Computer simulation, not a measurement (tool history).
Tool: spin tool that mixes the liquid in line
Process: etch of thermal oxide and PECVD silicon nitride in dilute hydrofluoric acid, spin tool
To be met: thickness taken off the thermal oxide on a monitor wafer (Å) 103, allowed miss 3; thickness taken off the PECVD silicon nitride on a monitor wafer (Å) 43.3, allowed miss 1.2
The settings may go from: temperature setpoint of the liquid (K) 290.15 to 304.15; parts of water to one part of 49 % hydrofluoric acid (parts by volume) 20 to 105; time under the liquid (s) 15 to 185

| run | hour | temperature setpoint of the liquid (K) | parts of water to one part of 49 % hydrofluoric acid (parts by volume) | time under the liquid (s) | thickness taken off the thermal oxide on a monitor wafer (Å) | thickness taken off the PECVD silicon nitride on a monitor wafer (Å) |
|---|---|---|---|---|---|---|
| 1 | 0 | 296.15 | 55 | 95 | 86.72 | 42.747 |
| 2 | 3.9 | 296.15 | 55 | 115 | 105.2 | 52.329 |
| 3 | 9.9 | 296.15 | 55 | 135 | 122.77 | 59.503 |
| 4 | 18.7 | 294.65 | 55 | 135 | 116.27 | 54.489 |
| 5 | 26.2 | 294.15 | 55 | 135 | 111.82 | 52.916 |
| 6 | 28.4 | 293.65 | 55 | 135 | 110.04 | 51.358 |
| 7 | 36.8 | 293.15 | 55 | 135 | 108.88 | 48.848 |
| 8 | 38.7 | 292.65 | 55 | 135 | 106.37 | 47.917 |
| 9 | 41.1 | 292.15 | 55 | 135 | 105.37 | 45.633 |

Which of these 5 next moves meets every target?
| A | 43.5 | 293.15 | 60 | 130 | ? | ? |
| B | 43.5 | 290.15 | 50 | 140 | ? | ? |
| C | 43.5 | 290.65 | 50 | 140 | ? | ? |
| D | 43.5 | 292.15 | 65 | 150 | ? | ? |
| E | 43.5 | 290.65 | 50 | 130 | ? | ? |

| move | thickness taken off the thermal oxide on a monitor wafer (Å) | thickness taken off the PECVD silicon nitride on a monitor wafer (Å) |
|---|---|---|
| A | 95.698 | 43.918 |
| B | 110.02 | 45.747 |
| C | 112.43 | 47.398 |
| D | 97.138 | 43.733 |
| E | 104.4 | 44.013 |
A: brings the result that was furthest off to its target, and leaves another outside
B: further off than the last run
C: further off than the last run
D: brings the result that was furthest off to its target, and leaves another outside
E: meets every target
The right move is E.
